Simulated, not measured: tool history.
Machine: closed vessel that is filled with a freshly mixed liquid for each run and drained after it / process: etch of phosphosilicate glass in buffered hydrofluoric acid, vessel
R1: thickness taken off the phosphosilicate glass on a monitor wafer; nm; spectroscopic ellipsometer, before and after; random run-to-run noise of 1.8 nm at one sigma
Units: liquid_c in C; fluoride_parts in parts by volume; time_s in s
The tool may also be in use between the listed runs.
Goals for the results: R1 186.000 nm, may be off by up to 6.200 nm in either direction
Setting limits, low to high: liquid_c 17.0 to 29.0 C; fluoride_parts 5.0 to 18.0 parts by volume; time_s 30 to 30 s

{"run": 1, "hour": 0.0, "liquid_c": 21.0, "fluoride_parts": 11.0, "time_s": 30, "R1": 100.2}
{"run": 2, "hour": 5.4, "liquid_c": 17.5, "fluoride_parts": 11.0, "time_s": 30, "R1": 83.869}
{"run": 3, "hour": 8.5, "liquid_c": 17.5, "fluoride_parts": 9.0, "time_s": 30, "R1": 96.538}
{"run": 4, "hour": 12.6, "liquid_c": 17.5, "fluoride_parts": 9.0, "time_s": 30, "R1": 99.025}
{"run": 5, "hour": 13.1, "liquid_c": 21.0, "fluoride_parts": 8.5, "time_s": 30, "R1": 125.67}
{"run": 6, "hour": 17.4, "liquid_c": 21.0, "fluoride_parts": 8.5, "time_s": 30, "R1": 124.47}
{"run": 7, "hour": 20.6, "liquid_c": 23.0, "fluoride_parts": 8.5, "time_s": 30, "R1": 138.73}
{"run": 8, "hour": 27.1, "liquid_c": 24.5, "fluoride_parts": 8.5, "time_s": 30, "R1": 151.68}
{"run": 9, "hour": 35.9, "liquid_c": 25.5, "fluoride_parts": 8.5, "time_s": 30, "R1": 158.63}
{"run": 10, "hour": 41.8, "liquid_c": 26.5, "fluoride_parts": 8.5, "time_s": 30, "R1": 169.56}

Which of these 4 next moves meets every target?
{"run": "A", "hour": 47.7, "liquid_c": 22.0, "fluoride_parts": 7.5, "time_s": 30, "R1": "?"}
{"run": "B", "hour": 47.7, "liquid_c": 27.0, "fluoride_parts": 9.0, "time_s": 30, "R1": "?"}
{"run": "C", "hour": 47.7, "liquid_c": 28.0, "fluoride_parts": 8.5, "time_s": 30, "R1": "?"}
{"run": "D", "hour": 47.7, "liquid_c": 25.0, "fluoride_parts": 9.0, "time_s": 30, "R1": "?"}

move=A R1=151.520
move=B R1=163.160
move=C R1=183.090
move=D R1=146.520
A: moves away from the targets compared with the last run
B: moves away from the targets compared with the last run
C: every result lands within tolerance
D: moves away from the targets compared with the last run
C meets every target.
